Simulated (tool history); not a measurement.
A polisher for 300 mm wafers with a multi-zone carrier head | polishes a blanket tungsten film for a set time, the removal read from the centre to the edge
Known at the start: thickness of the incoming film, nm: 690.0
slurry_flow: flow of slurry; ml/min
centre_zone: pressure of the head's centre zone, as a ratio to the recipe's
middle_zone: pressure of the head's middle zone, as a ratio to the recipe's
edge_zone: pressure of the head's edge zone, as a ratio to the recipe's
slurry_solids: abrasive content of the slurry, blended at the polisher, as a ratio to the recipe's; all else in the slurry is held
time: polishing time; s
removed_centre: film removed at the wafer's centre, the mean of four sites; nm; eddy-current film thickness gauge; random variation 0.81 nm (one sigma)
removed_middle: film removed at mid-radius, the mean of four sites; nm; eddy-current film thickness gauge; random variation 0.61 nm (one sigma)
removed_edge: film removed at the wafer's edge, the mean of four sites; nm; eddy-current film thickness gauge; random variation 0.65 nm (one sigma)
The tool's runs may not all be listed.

run  hour  slurry_flow  centre_zone  middle_zone  edge_zone  slurry_solids  time  removed_centre  removed_middle  removed_edge
  1   0.0          155         1.00         1.00       1.00           1.00    35         133.590         136.470       131.970
  2   2.3          145         0.97         0.96       0.98           0.85    33         114.120         117.810       118.700
  3   6.8          110         0.97         0.96       0.98           0.85    33         106.400         110.210       112.950
  4  15.3          110         0.97         0.96       0.92           0.85    33         105.490         108.680       110.630
  5  23.9          110         0.96         0.94       0.91           0.75    32          99.345         100.480       105.870
  6  31.1          110         0.96         0.94       0.91           0.70    32          98.437         100.330       103.550
  7  32.4          110         0.95         0.92       0.90           0.65    31          94.000          94.303       100.080
  8  41.1          110         0.94         0.91       0.89           0.60    30          87.168          89.071        93.557
  9  49.4          110         0.93         0.89       0.88           0.55    30          85.660          86.730        91.767
 10  51.8          100         0.88         0.81       0.84           0.50    28          71.552          71.904        82.027

Forecast run 11:
 11  59.4          110         0.88         0.81       0.84           0.50    28               ?               ?             ?

removed_centre: 75.391 nm
removed_middle: 72.799 nm
removed_edge: 83.472 nm

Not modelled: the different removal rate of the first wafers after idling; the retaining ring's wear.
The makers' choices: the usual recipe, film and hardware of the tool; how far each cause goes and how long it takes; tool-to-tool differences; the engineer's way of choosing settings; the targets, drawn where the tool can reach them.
